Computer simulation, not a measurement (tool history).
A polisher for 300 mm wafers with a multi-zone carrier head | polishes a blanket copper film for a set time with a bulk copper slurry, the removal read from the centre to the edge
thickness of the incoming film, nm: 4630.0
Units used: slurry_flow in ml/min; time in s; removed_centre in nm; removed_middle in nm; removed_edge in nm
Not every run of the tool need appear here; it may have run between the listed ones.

run 1 hour=0 | slurry_flow=175 centre_zone=1 middle_zone=1 edge_zone=1 slurry_solids=1 time=78 | removed_centre=1093.7 removed_middle=1117.7 removed_edge=1186.4
run 2 hour=5.2 | slurry_flow=175 centre_zone=1 middle_zone=1 edge_zone=1 slurry_solids=1 time=88 | removed_centre=1243.5 removed_middle=1241 removed_edge=1310.5
run 3 hour=8.4 | slurry_flow=165 centre_zone=0.95 middle_zone=0.98 edge_zone=0.97 slurry_solids=0.85 time=87 | removed_centre=1122.4 removed_middle=1181 removed_edge=1223.8
run 4 hour=13.1 | slurry_flow=165 centre_zone=0.95 middle_zone=0.98 edge_zone=0.97 slurry_solids=0.7 time=87 | removed_centre=1083 removed_middle=1127.7 removed_edge=1212.1
run 5 hour=15.2 | slurry_flow=155 centre_zone=0.92 middle_zone=0.96 edge_zone=0.94 slurry_solids=0.65 time=86 | removed_centre=1007.6 removed_middle=1068.6 removed_edge=1160.8
run 6 hour=18.1 | slurry_flow=150 centre_zone=0.9 middle_zone=0.96 edge_zone=0.91 slurry_solids=0.6 time=86 | removed_centre=967.37 removed_middle=1053.7 removed_edge=1102
-- hour=27 edge zone pressure recalibrated
run 7 hour=27 | slurry_flow=145 centre_zone=0.88 middle_zone=0.95 edge_zone=0.9 slurry_solids=0.6 time=86 | removed_centre=948.82 removed_middle=1030.3 removed_edge=1074.8
run 8 hour=33.7 | slurry_flow=120 centre_zone=0.81 middle_zone=0.93 edge_zone=0.92 slurry_solids=0.55 time=86 | removed_centre=791.5 removed_middle=964.32 removed_edge=1020

Predict the results of run 9:
run 9 hour=39.6 | slurry_flow=125 centre_zone=0.82 middle_zone=0.93 edge_zone=0.91 slurry_solids=0.55 time=86 | removed_centre=? removed_middle=? removed_edge=?

Run 9 gave removed_centre 815.45 nm, removed_middle 972.67 nm, removed_edge 1042.4 nm.

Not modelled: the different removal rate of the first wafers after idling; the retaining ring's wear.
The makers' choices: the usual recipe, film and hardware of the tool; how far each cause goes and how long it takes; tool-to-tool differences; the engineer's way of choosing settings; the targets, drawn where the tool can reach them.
